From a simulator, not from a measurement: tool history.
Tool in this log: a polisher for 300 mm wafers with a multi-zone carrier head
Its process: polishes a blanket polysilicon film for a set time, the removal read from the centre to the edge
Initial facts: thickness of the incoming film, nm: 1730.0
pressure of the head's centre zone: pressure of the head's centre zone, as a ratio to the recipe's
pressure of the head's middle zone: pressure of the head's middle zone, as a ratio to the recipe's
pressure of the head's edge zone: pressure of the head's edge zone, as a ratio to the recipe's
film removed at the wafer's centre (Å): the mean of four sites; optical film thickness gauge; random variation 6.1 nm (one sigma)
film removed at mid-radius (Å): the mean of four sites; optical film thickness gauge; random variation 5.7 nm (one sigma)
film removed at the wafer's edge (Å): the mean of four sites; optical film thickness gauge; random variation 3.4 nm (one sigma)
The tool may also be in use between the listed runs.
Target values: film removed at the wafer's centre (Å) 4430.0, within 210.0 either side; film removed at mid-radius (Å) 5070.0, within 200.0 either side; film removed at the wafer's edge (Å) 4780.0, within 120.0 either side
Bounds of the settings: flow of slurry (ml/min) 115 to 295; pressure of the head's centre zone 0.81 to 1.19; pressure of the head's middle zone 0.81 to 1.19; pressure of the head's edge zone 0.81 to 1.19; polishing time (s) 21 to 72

run,hour,flow of slurry (ml/min),pressure of the head's centre zone,pressure of the head's middle zone,pressure of the head's edge zone,polishing time (s),film removed at the wafer's centre (Å),film removed at mid-radius (Å),film removed at the wafer's edge (Å)
1,0.0,190,1.00,1.00,1.00,46,3710.4,3768.6,3795.6
2,7.9,200,1.00,1.03,1.03,47,3908.2,3948.1,3954.3
3,13.8,205,0.98,1.06,1.05,48,3779.9,4154.7,4077.8
4,15.4,210,0.99,1.08,1.07,49,4070.3,4282.1,4307.6
5,18.9,210,0.92,1.08,1.07,49,3717.4,4155.2,4170.2
6,20.1,215,0.93,1.10,1.08,50,3860.0,4441.6,4365.5
7,24.6,225,0.94,1.11,1.09,50,3865.9,4536.6,4431.1
8,29.8,230,0.96,1.11,1.09,50,3949.3,4515.4,4384.0

Pick the move, out of 4, that brings all results within their allowed miss; only one does.
A,35.0,230,0.92,0.90,1.19,54,?,?,?
B,35.0,190,0.97,0.92,1.07,60,?,?,?
C,35.0,200,0.81,1.03,1.19,53,?,?,?
D,35.0,295,0.94,1.09,1.02,55,?,?,?

move,film removed at the wafer's centre (Å),film removed at mid-radius (Å),film removed at the wafer's edge (Å)
A,4123.0,4187.2,4975.6
B,4704.5,4610.6,5141.9
C,3493.6,4441.5,4814.4
D,4423.6,5011.5,4770.6
A: takes the result that was furthest off past its target
B: takes the result that was furthest off past its target
C: brings the result that was furthest off to its target, and leaves another outside
D: all results land within tolerance of their targets
So the answer is move D, the one that meets all the targets.

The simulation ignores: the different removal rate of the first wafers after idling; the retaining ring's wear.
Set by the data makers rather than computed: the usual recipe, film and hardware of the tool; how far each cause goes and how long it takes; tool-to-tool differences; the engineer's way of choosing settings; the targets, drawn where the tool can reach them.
